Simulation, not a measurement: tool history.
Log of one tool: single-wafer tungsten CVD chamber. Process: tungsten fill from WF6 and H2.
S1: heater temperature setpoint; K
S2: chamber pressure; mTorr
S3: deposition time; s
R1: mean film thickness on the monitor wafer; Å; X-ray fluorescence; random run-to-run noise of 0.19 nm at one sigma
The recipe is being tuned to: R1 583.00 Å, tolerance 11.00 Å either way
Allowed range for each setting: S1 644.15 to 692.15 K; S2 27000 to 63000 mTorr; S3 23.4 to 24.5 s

run,hour,S1,S2,S3,R1
1,0.0,668.15,45000,24.5,746.82
2,7.3,668.15,49700,24.5,788.97
3,16.2,668.15,49700,23.4,748.80
4,20.2,668.15,56400,23.4,798.40
5,22.8,668.15,56400,24.5,830.52
6,27.6,668.15,60300,24.5,864.13
7,36.1,663.15,60100,24.5,791.78
8,39.2,659.15,59900,24.5,730.47
9,41.8,656.15,59800,24.5,699.67
10,43.3,654.15,59700,24.5,669.92
11,48.2,654.15,59700,24.5,671.98
12,50.7,654.15,59700,24.5,673.93
13,51.8,654.15,59700,24.5,674.35
14,53.4,652.15,59600,24.5,648.36
15,59.4,651.15,59500,24.5,635.81

Next run, 5 choices. One meets every target within its allowed miss, the rest don't. Which?
A,65.4,651.15,61100,23.4,?
B,65.4,652.15,58500,23.4,?
C,65.4,654.15,54400,23.4,?
D,65.4,648.15,56600,24.4,?
E,65.4,653.15,62400,23.4,?

move,R1
A,617.26
B,615.50
C,616.00
D,588.19
E,645.72
A: closer than the last run, but not yet in spec
B: closer than the last run, but not yet in spec
C: closer than the last run, but not yet in spec
D: meets every target
E: further off than the last run
Correct choice: D, which meets every target
